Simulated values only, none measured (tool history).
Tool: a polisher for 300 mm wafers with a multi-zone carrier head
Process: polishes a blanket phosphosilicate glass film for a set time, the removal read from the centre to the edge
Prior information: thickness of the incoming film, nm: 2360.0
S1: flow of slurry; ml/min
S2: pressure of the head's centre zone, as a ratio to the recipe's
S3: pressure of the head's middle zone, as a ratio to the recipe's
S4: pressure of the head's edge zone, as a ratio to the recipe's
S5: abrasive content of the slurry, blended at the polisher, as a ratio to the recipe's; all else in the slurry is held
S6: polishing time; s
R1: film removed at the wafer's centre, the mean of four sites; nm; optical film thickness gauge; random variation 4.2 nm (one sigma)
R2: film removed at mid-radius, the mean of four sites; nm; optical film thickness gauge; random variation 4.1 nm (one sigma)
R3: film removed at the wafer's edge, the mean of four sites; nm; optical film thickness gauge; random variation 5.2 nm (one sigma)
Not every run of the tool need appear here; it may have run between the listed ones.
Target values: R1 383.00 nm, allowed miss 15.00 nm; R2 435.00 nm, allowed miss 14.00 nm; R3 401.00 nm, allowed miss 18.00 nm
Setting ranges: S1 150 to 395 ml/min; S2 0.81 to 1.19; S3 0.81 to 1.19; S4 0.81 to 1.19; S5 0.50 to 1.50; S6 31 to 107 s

run	hour	S1	S2	S3	S4	S5	S6	R1	R2	R3
1	0.0	250	1.00	1.00	1.00	1.00	69	506.65	494.03	483.84
2	5.5	250	1.00	1.00	1.04	1.00	69	490.58	506.38	478.54
3	11.3	250	0.99	1.00	1.05	0.90	69	468.46	479.72	448.20
4	16.3	245	0.96	0.99	1.06	0.85	69	445.32	460.77	452.74
5	19.8	245	0.95	1.01	1.07	0.80	69	434.07	453.24	433.39
6	26.4	190	0.95	1.01	1.07	0.80	69	420.62	445.81	423.71
7	32.8	185	0.94	1.02	1.07	0.80	69	415.88	441.81	433.43
8	36.8	190	0.93	1.04	1.07	0.75	69	402.72	431.28	414.18

Which of these 5 next moves meets every target?
A	40.8	330	0.90	1.07	1.13	0.70	67	?	?	?
B	40.8	295	0.98	1.13	1.09	0.80	64	?	?	?
C	40.8	195	0.86	0.98	1.08	0.75	77	?	?	?
D	40.8	230	0.97	1.14	0.96	0.85	59	?	?	?
E	40.8	185	1.06	1.06	1.13	0.70	70	?	?	?

move	R1	R2	R3
A	389.43	437.88	414.07
B	417.54	467.06	416.92
C	431.36	465.27	471.74
D	386.00	438.80	374.43
E	427.09	432.62	417.50
A: every result lands within tolerance
B: misses by more than the last run did
C: misses by more than the last run did
D: brings the result that was furthest off to its target, and leaves another outside
E: misses by more than the last run did
Move A is the one to make.
